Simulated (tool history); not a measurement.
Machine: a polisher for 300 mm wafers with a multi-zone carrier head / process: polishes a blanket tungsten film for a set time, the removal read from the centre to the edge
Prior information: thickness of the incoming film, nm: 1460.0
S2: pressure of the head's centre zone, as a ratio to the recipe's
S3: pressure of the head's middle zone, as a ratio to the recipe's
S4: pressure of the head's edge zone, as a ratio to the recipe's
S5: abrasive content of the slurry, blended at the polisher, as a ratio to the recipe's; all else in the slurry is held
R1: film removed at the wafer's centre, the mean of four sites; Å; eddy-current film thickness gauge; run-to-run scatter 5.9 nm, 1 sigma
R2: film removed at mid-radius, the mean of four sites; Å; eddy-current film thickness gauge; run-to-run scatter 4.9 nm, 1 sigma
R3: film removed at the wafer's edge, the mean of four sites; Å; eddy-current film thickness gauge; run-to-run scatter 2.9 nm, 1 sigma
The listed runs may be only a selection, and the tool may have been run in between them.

{"run": 1, "hour": 0.0, "flow of slurry (ml/min)": 280, "S2": 1, "S3": 1, "S4": 1, "S5": 1, "polishing time (s)": 59, "R1": 3128.1, "R2": 3094, "R3": 3071}
{"run": 2, "hour": 6.9, "flow of slurry (ml/min)": 280, "S2": 1, "S3": 1, "S4": 1, "S5": 1.2, "polishing time (s)": 59, "R1": 3274.5, "R2": 3194.9, "R3": 3281.8}
{"run": 3, "hour": 11.2, "flow of slurry (ml/min)": 280, "S2": 1, "S3": 1, "S4": 1, "S5": 1.3, "polishing time (s)": 59, "R1": 3304.6, "R2": 3304.7, "R3": 3297.3}
{"run": 4, "hour": 20.0, "flow of slurry (ml/min)": 280, "S2": 1, "S3": 1, "S4": 1, "S5": 1.3, "polishing time (s)": 67, "R1": 3780.1, "R2": 3728, "R3": 3718}
{"run": 5, "hour": 28.0, "flow of slurry (ml/min)": 220, "S2": 1, "S3": 1, "S4": 1, "S5": 1.3, "polishing time (s)": 67, "R1": 3681.6, "R2": 3660.9, "R3": 3736.8}
{"run": 6, "hour": 32.9, "flow of slurry (ml/min)": 185, "S2": 1, "S3": 1, "S4": 1, "S5": 1.3, "polishing time (s)": 67, "R1": 3634.7, "R2": 3607.9, "R3": 3650.3}
{"run": 7, "hour": 41.1, "flow of slurry (ml/min)": 195, "S2": 1.02, "S3": 1, "S4": 1.02, "S5": 1.3, "polishing time (s)": 67, "R1": 3720.1, "R2": 3589.2, "R3": 3640.3}
{"run": 8, "hour": 42.8, "flow of slurry (ml/min)": 205, "S2": 1.03, "S3": 0.99, "S4": 1.03, "S5": 1.35, "polishing time (s)": 67, "R1": 3706.4, "R2": 3632.8, "R3": 3771.6}
{"run": 9, "hour": 43.6, "flow of slurry (ml/min)": 215, "S2": 1.05, "S3": 0.99, "S4": 1.03, "S5": 1.35, "polishing time (s)": 67, "R1": 3867.7, "R2": 3667.2, "R3": 3738.2}
{"run": 10, "hour": 50.4, "flow of slurry (ml/min)": 225, "S2": 1.06, "S3": 0.98, "S4": 1.04, "S5": 1.35, "polishing time (s)": 67, "R1": 3966.6, "R2": 3763.1, "R3": 3786}
{"run": 11, "hour": 56.7, "flow of slurry (ml/min)": 225, "S2": 1.06, "S3": 0.98, "S4": 1.04, "S5": 1.35, "polishing time (s)": 67, "R1": 3962.6, "R2": 3664.3, "R3": 3749.8}
{"run": 12, "hour": 57.3, "flow of slurry (ml/min)": 235, "S2": 1.07, "S3": 0.98, "S4": 1.05, "S5": 1.35, "polishing time (s)": 67, "R1": 4025.6, "R2": 3673.2, "R3": 3768.4}
{"run": 13, "hour": 59.1, "flow of slurry (ml/min)": 240, "S2": 1.07, "S3": 0.98, "S4": 1.06, "S5": 1.35, "polishing time (s)": 67, "R1": 3939.7, "R2": 3685, "R3": 3821.3}
{"run": 14, "hour": 66.6, "flow of slurry (ml/min)": 245, "S2": 1.08, "S3": 0.97, "S4": 1.07, "S5": 1.35, "polishing time (s)": 67, "R1": 4016.3, "R2": 3588.9, "R3": 3863.1}
{"run": 15, "hour": 67.1, "flow of slurry (ml/min)": 250, "S2": 1.09, "S3": 0.97, "S4": 1.07, "S5": 1.35, "polishing time (s)": 67, "R1": 4023.8, "R2": 3646.8, "R3": 3806.2}
{"run": 16, "hour": 70.1, "flow of slurry (ml/min)": 250, "S2": 1.09, "S3": 0.97, "S4": 1.07, "S5": 1.35, "polishing time (s)": 67, "R1": 4088.4, "R2": 3597, "R3": 3842.3}
{"run": 17, "hour": 73.5, "flow of slurry (ml/min)": 255, "S2": 1.09, "S3": 0.97, "S4": 1.08, "S5": 1.35, "polishing time (s)": 67, "R1": 4145.9, "R2": 3694.9, "R3": 3889.9}
{"run": 18, "hour": 75.0, "flow of slurry (ml/min)": 260, "S2": 1.09, "S3": 0.97, "S4": 1.09, "S5": 1.35, "polishing time (s)": 67, "R1": 3966, "R2": 3698.1, "R3": 3895.9}
{"run": 19, "hour": 79.7, "flow of slurry (ml/min)": 265, "S2": 1.1, "S3": 0.97, "S4": 1.09, "S5": 1.35, "polishing time (s)": 67, "R1": 4153, "R2": 3712.6, "R3": 3914.7}
{"run": 20, "hour": 80.3, "flow of slurry (ml/min)": 270, "S2": 1.1, "S3": 0.97, "S4": 1.1, "S5": 1.35, "polishing time (s)": 67, "R1": 4088.1, "R2": 3774.1, "R3": 3922.8}
{"run": 21, "hour": 86.9, "flow of slurry (ml/min)": 275, "S2": 1.11, "S3": 0.97, "S4": 1.1, "S5": 1.35, "polishing time (s)": 67, "R1": 4115, "R2": 3734.3, "R3": 3955.9}
{"run": 22, "hour": 88.1, "flow of slurry (ml/min)": 280, "S2": 1.12, "S3": 0.97, "S4": 1.1, "S5": 1.35, "polishing time (s)": 67, "R1": 4254.9, "R2": 3677.5, "R3": 3933.3}
{"run": 23, "hour": 91.0, "flow of slurry (ml/min)": 285, "S2": 1.12, "S3": 0.97, "S4": 1.1, "S5": 1.35, "polishing time (s)": 67, "R1": 4151.3, "R2": 3674.2, "R3": 3939.3}

Forecast run 24:
{"run": 24, "hour": 92.0, "flow of slurry (ml/min)": 285, "S2": 1.13, "S3": 0.97, "S4": 1.1, "S5": 1.35, "polishing time (s)": 67, "R1": "?", "R2": "?", "R3": "?"}

{"run 24": {"R1": 4314.8, "R2": 3638.9, "R3": 3854.2}}
